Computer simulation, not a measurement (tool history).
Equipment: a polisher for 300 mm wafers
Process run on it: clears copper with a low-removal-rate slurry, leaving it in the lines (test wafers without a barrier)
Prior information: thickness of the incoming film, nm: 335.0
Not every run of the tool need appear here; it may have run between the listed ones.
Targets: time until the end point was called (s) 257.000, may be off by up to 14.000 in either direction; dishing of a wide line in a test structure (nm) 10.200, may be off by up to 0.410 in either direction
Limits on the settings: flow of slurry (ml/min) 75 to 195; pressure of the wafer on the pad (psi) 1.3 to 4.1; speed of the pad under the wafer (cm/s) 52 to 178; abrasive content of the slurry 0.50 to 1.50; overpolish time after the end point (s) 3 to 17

run,hour,flow of slurry (ml/min),pressure of the wafer on the pad (psi),speed of the pad under the wafer (cm/s),abrasive content of the slurry,overpolish time after the end point (s),time until the end point was called (s),dishing of a wide line in a test structure (nm)
1,0.0,125,2.7,114,1.00,9,118.280,17.904
2,0.8,125,3.2,114,1.00,9,100.310,20.918
3,6.6,145,3.2,114,1.00,9,99.344,21.645
4,10.0,145,3.0,110,1.00,9,108.000,19.959
5,15.0,145,3.4,110,1.00,9,96.038,21.777
6,18.5,145,3.2,106,1.00,9,103.160,19.933
7,26.5,140,3.0,102,1.00,9,114.480,18.138
8,34.4,115,2.3,76,0.95,11,212.810,13.288
9,40.8,115,2.2,76,0.95,11,219.740,12.872
10,46.9,110,2.0,76,0.95,10,247.980,10.794
11,47.9,105,2.0,76,0.95,10,251.060,10.520

Next run, 4 choices. One meets every target within its allowed miss, the rest don't. Which?
A,48.9,100,1.8,90,0.85,10,?,?
B,48.9,120,2.3,62,0.90,10,?,?
C,48.9,105,2.0,80,0.95,9,?,?
D,48.9,130,2.1,66,0.90,11,?,?

move,time until the end point was called (s),dishing of a wide line in a test structure (nm)
A,237.810,10.932
B,254.650,10.327
C,231.910,10.199
D,258.020,11.093
A: further off than the last run
B: all results land within tolerance of their targets
C: gets the furthest-off result to its target, but another result is out of tolerance
D: further off than the last run
Correct choice: B, which meets every target

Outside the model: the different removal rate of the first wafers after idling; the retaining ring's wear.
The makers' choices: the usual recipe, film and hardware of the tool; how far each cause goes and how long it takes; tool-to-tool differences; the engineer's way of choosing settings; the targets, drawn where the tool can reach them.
